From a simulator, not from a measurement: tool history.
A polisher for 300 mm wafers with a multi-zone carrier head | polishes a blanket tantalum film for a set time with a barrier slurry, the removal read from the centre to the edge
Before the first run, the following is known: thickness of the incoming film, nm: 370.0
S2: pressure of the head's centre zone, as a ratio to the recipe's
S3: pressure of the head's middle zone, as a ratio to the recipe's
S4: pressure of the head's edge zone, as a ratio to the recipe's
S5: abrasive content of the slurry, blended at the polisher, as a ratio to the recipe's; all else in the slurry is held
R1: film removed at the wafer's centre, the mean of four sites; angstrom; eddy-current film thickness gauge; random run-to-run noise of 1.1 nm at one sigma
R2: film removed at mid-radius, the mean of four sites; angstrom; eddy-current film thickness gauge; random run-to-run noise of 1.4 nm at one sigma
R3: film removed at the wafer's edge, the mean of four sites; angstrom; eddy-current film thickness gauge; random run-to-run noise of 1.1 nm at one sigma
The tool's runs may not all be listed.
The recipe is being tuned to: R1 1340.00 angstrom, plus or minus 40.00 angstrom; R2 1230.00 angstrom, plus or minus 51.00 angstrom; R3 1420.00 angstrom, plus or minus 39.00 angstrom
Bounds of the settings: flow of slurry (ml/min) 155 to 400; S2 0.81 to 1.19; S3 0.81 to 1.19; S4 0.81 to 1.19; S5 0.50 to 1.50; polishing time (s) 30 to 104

run 1 day=0.000 | flow_of_slurry_(ml/min)=255 S2=1.00 S3=1.00 S4=1.00 S5=1.00 polishing_time_(s)=67 | R1=1074.60 R2=1139.60 R3=1136.90
run 2 day=0.367 | flow_of_slurry_(ml/min)=255 S2=1.00 S3=1.00 S4=1.00 S5=1.00 polishing_time_(s)=52 | R1=835.15 R2=859.93 R3=886.44
run 3 day=0.496 | flow_of_slurry_(ml/min)=255 S2=1.00 S3=1.00 S4=1.00 S5=0.80 polishing_time_(s)=52 | R1=805.11 R2=828.87 R3=834.89
run 4 day=0.812 | flow_of_slurry_(ml/min)=260 S2=1.03 S3=1.00 S4=1.03 S5=0.95 polishing_time_(s)=55 | R1=912.27 R2=898.34 R3=928.21
run 5 day=1.050 | flow_of_slurry_(ml/min)=260 S2=1.04 S3=0.99 S4=1.06 S5=1.05 polishing_time_(s)=58 | R1=982.97 R2=994.67 R3=1026.40
run 6 day=1.208 | flow_of_slurry_(ml/min)=205 S2=1.04 S3=0.99 S4=1.06 S5=1.05 polishing_time_(s)=58 | R1=967.73 R2=935.54 R3=985.58
run 7 day=1.238 | flow_of_slurry_(ml/min)=230 S2=1.06 S3=0.97 S4=1.09 S5=1.15 polishing_time_(s)=59 | R1=1045.60 R2=975.66 R3=1071.90
run 8 day=1.475 | flow_of_slurry_(ml/min)=255 S2=1.07 S3=0.97 S4=1.11 S5=1.25 polishing_time_(s)=60 | R1=1083.40 R2=1030.40 R3=1134.00
run 9 day=1.650 | flow_of_slurry_(ml/min)=255 S2=1.07 S3=0.97 S4=1.11 S5=1.25 polishing_time_(s)=60 | R1=1086.80 R2=1044.80 R3=1112.70
run 10 day=1.854 | flow_of_slurry_(ml/min)=260 S2=1.07 S3=0.95 S4=1.13 S5=1.30 polishing_time_(s)=62 | R1=1133.20 R2=1070.70 R3=1178.00

Pick the move, out of 4, that brings all results within their allowed miss; only one does.
run A day=2.058 | flow_of_slurry_(ml/min)=270 S2=0.84 S3=0.85 S4=1.19 S5=1.35 polishing_time_(s)=63 | R1=? R2=? R3=?
run B day=2.058 | flow_of_slurry_(ml/min)=205 S2=1.05 S3=0.90 S4=1.13 S5=1.30 polishing_time_(s)=76 | R1=? R2=? R3=?
run C day=2.058 | flow_of_slurry_(ml/min)=255 S2=1.10 S3=0.90 S4=1.16 S5=1.30 polishing_time_(s)=79 | R1=? R2=? R3=?
run D day=2.058 | flow_of_slurry_(ml/min)=240 S2=0.87 S3=1.05 S4=1.18 S5=1.40 polishing_time_(s)=62 | R1=? R2=? R3=?

move=A R1=924.46 R2=1001.60 R3=1258.10
move=B R1=1324.40 R2=1209.60 R3=1429.00
move=C R1=1483.60 R2=1290.70 R3=1535.70
move=D R1=936.24 R2=1153.00 R3=1227.30
A: misses by more than the last run did
B: hits every target within its allowed miss
C: takes the biggest miss from the last run beyond its target
D: misses by more than the last run did
So the answer is move B, the one that meets all the targets.
